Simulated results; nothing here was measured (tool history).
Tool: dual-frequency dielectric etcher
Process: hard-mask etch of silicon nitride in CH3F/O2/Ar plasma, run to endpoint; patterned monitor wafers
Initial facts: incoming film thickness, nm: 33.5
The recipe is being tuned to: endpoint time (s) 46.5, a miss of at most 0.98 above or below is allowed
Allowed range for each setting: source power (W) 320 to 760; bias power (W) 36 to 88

Run 1, hour 0: source power (W) 540, bias power (W) 62. Result: endpoint time (s) 42.168.
Run 2, hour 1.9: source power (W) 620, bias power (W) 62. Result: endpoint time (s) 39.865.
Run 3, hour 6.1: source power (W) 540, bias power (W) 62. Result: endpoint time (s) 41.803.
Run 4, hour 14.9: source power (W) 540, bias power (W) 72. Result: endpoint time (s) 39.687.
Run 5, hour 23.2: source power (W) 540, bias power (W) 80. Result: endpoint time (s) 38.496.
Run 6, hour 30: source power (W) 520, bias power (W) 79. Result: endpoint time (s) 39.201.
Run 7, hour 36.9: source power (W) 410, bias power (W) 68. Result: endpoint time (s) 44.175.
Run 8, hour 42.8: source power (W) 400, bias power (W) 68. Result: endpoint time (s) 44.809.
Run 9, hour 43.7: source power (W) 390, bias power (W) 68. Result: endpoint time (s) 45.342.

Pick the move, out of 5, that brings all results within their allowed miss; only one does.
Run A, hour 44.6: source power (W) 420, bias power (W) 66. Result: endpoint time (s) ?.
Run B, hour 44.6: source power (W) 390, bias power (W) 74. Result: endpoint time (s) ?.
Run C, hour 44.6: source power (W) 320, bias power (W) 67. Result: endpoint time (s) ?.
Run D, hour 44.6: source power (W) 380, bias power (W) 65. Result: endpoint time (s) ?.
Run E, hour 44.6: source power (W) 320, bias power (W) 62. Result: endpoint time (s) ?.

move  endpoint time (s)
   A             44.932
   B             44.212
   C              48.68
   D             46.636
   E             50.009
A: its largest miss is bigger than the last run's
B: its largest miss is bigger than the last run's
C: takes the result that was furthest off past its target
D: every result within its allowed miss
E: takes the result that was furthest off past its target
So the answer is move D, the one that meets all the targets.
